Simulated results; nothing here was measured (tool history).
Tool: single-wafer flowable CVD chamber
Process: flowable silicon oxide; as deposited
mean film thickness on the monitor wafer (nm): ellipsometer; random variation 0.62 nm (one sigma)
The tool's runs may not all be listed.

run  hour  heater temperature setpoint (deg C)  chamber pressure (Pa)  RF power (kW)  deposition time (s)  mean film thickness on the monitor wafer (nm)
  1     0                                  110                     98           1.61                  569                                          215.8
  2   1.5                                  114                   97.9           1.61                  569                                         189.74
  3   8.5                                  114                  105.6           1.61                  569                                          203.9
  4  11.5                                  114                  105.6           1.61                  569                                         206.69
  5  12.7                                  114                   96.9           1.61                  569                                         187.27
  6  14.9                                  114                   96.9           1.61                  542                                         178.35
  7  20.5                                  117                   96.9           1.61                  542                                         166.35
  8  22.3                                  120                   96.8           1.61                  542                                         152.28
  9  24.6                                  122                   96.8           1.61                  542                                         144.15
 10  32.8                                  124                   96.8           1.61                  542                                         137.98
 11  41.2                                  126                   96.8           1.61                  542                                         130.27

Run 12 comes next. What will it give?
 12  50.1                                  127                   96.8           1.61                  542                                              ?

{"run 12": {"mean film thickness on the monitor wafer (nm)": 128.21}}
